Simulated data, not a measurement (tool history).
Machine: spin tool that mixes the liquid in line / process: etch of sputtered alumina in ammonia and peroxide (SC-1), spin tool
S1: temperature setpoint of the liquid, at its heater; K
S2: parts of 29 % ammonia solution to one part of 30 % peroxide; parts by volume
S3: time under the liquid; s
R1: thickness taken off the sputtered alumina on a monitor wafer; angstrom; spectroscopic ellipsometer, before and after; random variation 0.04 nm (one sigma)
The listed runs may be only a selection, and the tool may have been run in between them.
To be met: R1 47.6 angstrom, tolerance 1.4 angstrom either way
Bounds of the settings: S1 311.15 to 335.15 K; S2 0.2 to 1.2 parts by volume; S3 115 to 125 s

{"run": 1, "hour": 0.0, "S1": 319.15, "S2": 0.8, "S3": 115, "R1": 66.068}
{"run": 2, "hour": 5.4, "S1": 317.15, "S2": 0.8, "S3": 115, "R1": 59.261}
{"run": 3, "hour": 7.4, "S1": 317.15, "S2": 1.05, "S3": 115, "R1": 60.081}
{"run": 4, "hour": 12.0, "S1": 317.15, "S2": 1.05, "S3": 125, "R1": 64.248}
{"run": 5, "hour": 17.8, "S1": 317.15, "S2": 1.05, "S3": 125, "R1": 64.445}
{"run": 6, "hour": 26.6, "S1": 317.15, "S2": 1.2, "S3": 125, "R1": 66.547}
{"run": 7, "hour": 29.7, "S1": 315.15, "S2": 1.2, "S3": 125, "R1": 57.848}
{"run": 8, "hour": 37.0, "S1": 314.15, "S2": 1.2, "S3": 125, "R1": 55.874}
{"run": 9, "hour": 41.1, "S1": 313.15, "S2": 1.2, "S3": 125, "R1": 52.829}
{"run": 10, "hour": 50.0, "S1": 312.65, "S2": 1.2, "S3": 125, "R1": 50.974}
{"run": 11, "hour": 57.1, "S1": 312.15, "S2": 1.2, "S3": 125, "R1": 50.027}

Pick the move, out of 4, that brings all results within their allowed miss; only one does.
{"run": "A", "hour": 64.2, "S1": 312.65, "S2": 1.2, "S3": 125, "R1": "?"}
{"run": "B", "hour": 64.2, "S1": 312.15, "S2": 0.95, "S3": 115, "R1": "?"}
{"run": "C", "hour": 64.2, "S1": 312.15, "S2": 1.2, "S3": 120, "R1": "?"}
{"run": "D", "hour": 64.2, "S1": 313.15, "S2": 1.2, "S3": 125, "R1": "?"}

move=A R1=50.803
move=B R1=44.365
move=C R1=47.346
move=D R1=52.326
A: the biggest miss grows against the last run
B: carries the result that was furthest off beyond its target, to the other side
C: all results in spec
D: the biggest miss grows against the last run
So the answer is move C, the one that meets all the targets.
